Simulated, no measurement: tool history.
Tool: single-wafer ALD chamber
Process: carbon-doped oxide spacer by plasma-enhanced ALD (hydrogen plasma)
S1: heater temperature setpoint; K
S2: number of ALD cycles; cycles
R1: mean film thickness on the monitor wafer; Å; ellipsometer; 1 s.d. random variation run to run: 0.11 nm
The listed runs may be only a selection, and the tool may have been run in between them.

run 1 hour=0.0 | S1=693.15 S2=405 | R1=201.03
run 2 hour=8.5 | S1=693.15 S2=351 | R1=174.82
run 3 hour=13.0 | S1=693.15 S2=294 | R1=145.09
run 4 hour=20.7 | S1=702.15 S2=294 | R1=142.22
run 5 hour=26.7 | S1=699.15 S2=324 | R1=159.17
run 6 hour=34.6 | S1=699.15 S2=279 | R1=135.60
run 7 hour=35.5 | S1=687.15 S2=344 | R1=172.22
run 8 hour=38.0 | S1=686.15 S2=364 | R1=184.56
run 9 hour=42.3 | S1=684.15 S2=379 | R1=192.47
-- hour=49.3 thermocouple changed; heater temperature recalibrated
run 10 hour=49.3 | S1=683.15 S2=393 | R1=198.48
run 11 hour=51.9 | S1=682.15 S2=406 | R1=204.31
run 12 hour=57.5 | S1=682.15 S2=406 | R1=204.04

Expected results for the next run?
run 13 hour=60.1 | S1=682.15 S2=419 | R1=?

{"run 13": {"R1": 211.4}}
